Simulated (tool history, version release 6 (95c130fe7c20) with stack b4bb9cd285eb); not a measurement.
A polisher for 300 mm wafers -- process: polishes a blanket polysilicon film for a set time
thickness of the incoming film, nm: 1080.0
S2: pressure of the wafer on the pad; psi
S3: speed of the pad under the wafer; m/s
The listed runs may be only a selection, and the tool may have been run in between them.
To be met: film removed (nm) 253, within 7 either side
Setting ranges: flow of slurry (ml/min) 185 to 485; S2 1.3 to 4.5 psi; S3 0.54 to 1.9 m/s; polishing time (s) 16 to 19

{"run": 1, "hour": 0.0, "flow of slurry (ml/min)": 310, "S2": 2.9, "S3": 1.22, "polishing time (s)": 19, "film removed (nm)": 183.44}
{"run": 2, "hour": 3.4, "flow of slurry (ml/min)": 310, "S2": 2.9, "S3": 1.22, "polishing time (s)": 19, "film removed (nm)": 186.33}
{"run": 3, "hour": 11.2, "flow of slurry (ml/min)": 310, "S2": 2.9, "S3": 1.22, "polishing time (s)": 16, "film removed (nm)": 155.77}
{"run": 4, "hour": 14.7, "flow of slurry (ml/min)": 310, "S2": 2.9, "S3": 1.5, "polishing time (s)": 16, "film removed (nm)": 192.63}
{"run": 5, "hour": 20.1, "flow of slurry (ml/min)": 310, "S2": 3.1, "S3": 1.5, "polishing time (s)": 16, "film removed (nm)": 201.1}
{"run": 6, "hour": 27.7, "flow of slurry (ml/min)": 310, "S2": 3.1, "S3": 1.72, "polishing time (s)": 16, "film removed (nm)": 227.95}
{"run": 7, "hour": 34.9, "flow of slurry (ml/min)": 310, "S2": 3.1, "S3": 1.72, "polishing time (s)": 16, "film removed (nm)": 230.27}
{"run": 8, "hour": 37.0, "flow of slurry (ml/min)": 310, "S2": 3.2, "S3": 1.72, "polishing time (s)": 16, "film removed (nm)": 236.09}
{"run": 9, "hour": 40.5, "flow of slurry (ml/min)": 310, "S2": 3.3, "S3": 1.72, "polishing time (s)": 16, "film removed (nm)": 237.98}
{"run": 10, "hour": 41.2, "flow of slurry (ml/min)": 310, "S2": 3.4, "S3": 1.72, "polishing time (s)": 16, "film removed (nm)": 245.14}

Below are 4 possible settings for the next run. Only one of them brings all results inside the allowed miss of their targets. Which is it?
{"run": "A", "hour": 41.9, "flow of slurry (ml/min)": 290, "S2": 3.5, "S3": 1.68, "polishing time (s)": 16, "film removed (nm)": "?"}
{"run": "B", "hour": 41.9, "flow of slurry (ml/min)": 305, "S2": 3, "S3": 1.7, "polishing time (s)": 17, "film removed (nm)": "?"}
{"run": "C", "hour": 41.9, "flow of slurry (ml/min)": 345, "S2": 3.5, "S3": 1.64, "polishing time (s)": 17, "film removed (nm)": "?"}
{"run": "D", "hour": 41.9, "flow of slurry (ml/min)": 395, "S2": 2.8, "S3": 1.58, "polishing time (s)": 19, "film removed (nm)": "?"}

move=A film_removed_(nm)=241.93
move=B film_removed_(nm)=235.6
move=C film_removed_(nm)=254.11
move=D film_removed_(nm)=238.58
A: further off than the last run
B: further off than the last run
C: in spec on every target
D: further off than the last run
Correct choice: C, which meets every target
